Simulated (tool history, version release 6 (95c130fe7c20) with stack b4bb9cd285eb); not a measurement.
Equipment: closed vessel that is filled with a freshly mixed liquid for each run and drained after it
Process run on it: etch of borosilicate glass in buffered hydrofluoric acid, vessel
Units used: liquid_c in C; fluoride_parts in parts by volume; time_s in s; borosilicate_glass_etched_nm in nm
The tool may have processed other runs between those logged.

run,hour,liquid_c,fluoride_parts,time_s,borosilicate_glass_etched_nm
1,0.0,23.0,16.0,90,66.449
2,4.1,23.0,16.0,90,66.204
3,8.3,23.0,13.5,90,77.592
4,10.2,23.0,13.5,90,78.526
5,15.4,23.0,13.5,100,88.089
6,24.0,22.0,14.0,100,79.687

Expected results for the next run?
7,31.3,21.5,14.5,100,?

Run 7 produced borosilicate_glass_etched_nm 74.368 nm.
